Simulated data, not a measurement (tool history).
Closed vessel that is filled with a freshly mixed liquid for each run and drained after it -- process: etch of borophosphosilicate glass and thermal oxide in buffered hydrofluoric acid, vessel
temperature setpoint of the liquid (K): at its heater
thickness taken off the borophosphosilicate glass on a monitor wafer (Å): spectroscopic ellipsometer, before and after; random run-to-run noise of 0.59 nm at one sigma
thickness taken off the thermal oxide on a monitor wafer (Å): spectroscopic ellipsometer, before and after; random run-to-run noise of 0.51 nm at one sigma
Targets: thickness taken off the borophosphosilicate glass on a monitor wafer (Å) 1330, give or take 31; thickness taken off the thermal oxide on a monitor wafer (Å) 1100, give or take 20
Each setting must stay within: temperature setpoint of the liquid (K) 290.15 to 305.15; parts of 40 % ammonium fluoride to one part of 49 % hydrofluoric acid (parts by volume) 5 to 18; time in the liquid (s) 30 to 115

run	hour	temperature setpoint of the liquid (K)	parts of 40 % ammonium fluoride to one part of 49 % hydrofluoric acid (parts by volume)	time in the liquid (s)	thickness taken off the borophosphosilicate glass on a monitor wafer (Å)	thickness taken off the thermal oxide on a monitor wafer (Å)
1	0	298.15	11	60	823.42	679.56
2	3.1	299.15	11	60	867.82	713.9
3	11.6	300.15	11	60	918.01	761.34
4	12.7	300.15	8.5	60	1147.4	947.09
5	17.3	300.65	8.5	60	1189	978.58
6	25.2	299.15	8.5	60	1089	895
7	27.6	299.65	8.5	60	1111.7	910.67
8	32.9	300.15	8.5	60	1147.7	951.34
9	40.5	300.65	8.5	60	1168.6	967.1
10	47.1	301.15	8.5	60	1206.6	999.77

Which one of the following 5 next-run settings gets every result inside its allowed miss? There is exactly one.
A	53.7	301.15	9.5	70	?	?
B	53.7	298.65	8	60	?	?
C	53.7	290.65	5.5	65	?	?
D	53.7	302.15	7.5	55	?	?
E	53.7	295.15	8.5	95	?	?

move	thickness taken off the borophosphosilicate glass on a monitor wafer (Å)	thickness taken off the thermal oxide on a monitor wafer (Å)
A	1269.2	1056.8
B	1122	931.34
C	1125.3	921.11
D	1327.3	1103.2
E	1376.7	1140.8
A: better than the last run, though not everything is in spec
B: moves away from the targets compared with the last run
C: moves away from the targets compared with the last run
D: hits every target within its allowed miss
E: moves the result that the last run missed by most past its target, out the other side
The move that meets every target is D.
